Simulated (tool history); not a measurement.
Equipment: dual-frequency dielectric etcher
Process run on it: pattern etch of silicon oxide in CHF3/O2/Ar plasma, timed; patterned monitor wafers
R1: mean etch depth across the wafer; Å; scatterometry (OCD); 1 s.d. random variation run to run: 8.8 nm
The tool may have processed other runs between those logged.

{"run": 1, "hour": 0.0, "source power (kW)": 0.46, "bias power (kW)": 0.234, "etch time (s)": 745.5, "R1": 15414}
{"run": 2, "hour": 9.0, "source power (kW)": 0.51, "bias power (kW)": 0.234, "etch time (s)": 745.5, "R1": 16402}
{"run": 3, "hour": 14.0, "source power (kW)": 0.51, "bias power (kW)": 0.202, "etch time (s)": 745.5, "R1": 15920}
{"run": 4, "hour": 21.6, "source power (kW)": 0.47, "bias power (kW)": 0.197, "etch time (s)": 745.5, "R1": 15156}
{"run": 5, "hour": 27.1, "source power (kW)": 0.47, "bias power (kW)": 0.197, "etch time (s)": 745.5, "R1": 14972}
{"run": 6, "hour": 35.3, "source power (kW)": 0.47, "bias power (kW)": 0.197, "etch time (s)": 777.5, "R1": 15722}
{"run": 7, "hour": 44.3, "source power (kW)": 0.44, "bias power (kW)": 0.194, "etch time (s)": 776.5, "R1": 15214}

What does the tool deliver on the next run?
{"run": 8, "hour": 49.9, "source power (kW)": 0.41, "bias power (kW)": 0.191, "etch time (s)": 776.0, "R1": "?"}

For run 8 the tool returned R1 14297 Å.
